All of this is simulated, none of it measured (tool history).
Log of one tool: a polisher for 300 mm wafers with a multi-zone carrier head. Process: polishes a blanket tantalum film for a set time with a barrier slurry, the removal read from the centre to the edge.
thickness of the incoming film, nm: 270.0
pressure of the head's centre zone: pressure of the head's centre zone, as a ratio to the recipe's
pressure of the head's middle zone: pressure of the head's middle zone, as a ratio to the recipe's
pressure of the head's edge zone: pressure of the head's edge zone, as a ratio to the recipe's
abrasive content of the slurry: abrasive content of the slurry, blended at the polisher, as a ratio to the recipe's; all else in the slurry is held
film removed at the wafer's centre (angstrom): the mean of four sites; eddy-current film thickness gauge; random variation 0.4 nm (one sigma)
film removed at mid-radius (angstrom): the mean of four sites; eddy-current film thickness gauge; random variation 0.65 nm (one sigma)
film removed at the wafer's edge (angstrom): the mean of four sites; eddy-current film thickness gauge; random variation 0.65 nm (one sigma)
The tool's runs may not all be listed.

run    day  flow of slurry (ml/min)  pressure of the head's centre zone  pressure of the head's middle zone  pressure of the head's edge zone  abrasive content of the slurry  polishing time (s)  film removed at the wafer's centre (angstrom)  film removed at mid-radius (angstrom)  film removed at the wafer's edge (angstrom)
  1      0                      205                                   1                                   1                                 1                               1                  58                                         953.56                                 928.26                                       960.19
  2  0.179                      200                                1.01                                0.99                              0.97                             0.9                  51                                            803                                 774.06                                       778.16
  3  0.517                      195                                1.01                                0.96                              0.94                             0.8                  48                                         704.24                                 677.26                                       691.51
  4  0.571                      195                                1.05                                0.96                              0.94                             0.8                  48                                         736.52                                 676.13                                       678.06
  5  0.733                      195                                1.05                                0.96                              0.94                             0.8                  54                                         806.23                                 758.41                                       774.08
  6  1.021                      200                                1.05                                0.95                              0.93                            0.75                  50                                         735.36                                 668.69                                       691.19
  7  1.388                      205                                1.05                                0.95                              0.92                             0.7                  47                                         662.02                                 594.75                                       604.65
  8  1.508                      215                                1.04                                0.94                               0.9                            0.65                  46                                         604.12                                 555.71                                        540.4
  9  1.846                      225                                1.03                                0.91                              0.89                            0.65                  46                                         598.67                                 531.07                                       554.75
 10  2.029                      230                                1.03                                0.91                              0.87                             0.6                  46                                         559.33                                 489.43                                       530.12

The next listed run, before its measurement:
 11  2.358                      215                                1.11                                1.01                              0.81                             0.5                  39                                              ?                                      ?                                            ?

Run 11 gave film removed at the wafer's centre (angstrom) 402.08, film removed at mid-radius (angstrom) 359.84, film removed at the wafer's edge (angstrom) 332.62.
